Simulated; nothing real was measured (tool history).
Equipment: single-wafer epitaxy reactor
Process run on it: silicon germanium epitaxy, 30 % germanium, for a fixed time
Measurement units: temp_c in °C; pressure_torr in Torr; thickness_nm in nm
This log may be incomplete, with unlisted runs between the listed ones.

run,hour,temp_c,pressure_torr,thickness_nm
1,0,580,20.2,46.92
2,3.4,586,20.2,52.694
3,11.3,582,20,48.308
4,19.5,582,18.2,46.318
5,27.6,582,19.6,47.363
6,32.3,578,19.6,43.651
7,35.8,575,19.6,41.225
8,40.6,572,19.6,38.715
9,48.3,570,19.6,37.154
10,50.2,568,19.6,35.199
11,55.2,567,19.6,34.587

Forecast run 12:
# hour 56.5: pyrometer calibrated
12,56.5,566,19.6,?

Run 12 measured thickness_nm 29.785 nm.

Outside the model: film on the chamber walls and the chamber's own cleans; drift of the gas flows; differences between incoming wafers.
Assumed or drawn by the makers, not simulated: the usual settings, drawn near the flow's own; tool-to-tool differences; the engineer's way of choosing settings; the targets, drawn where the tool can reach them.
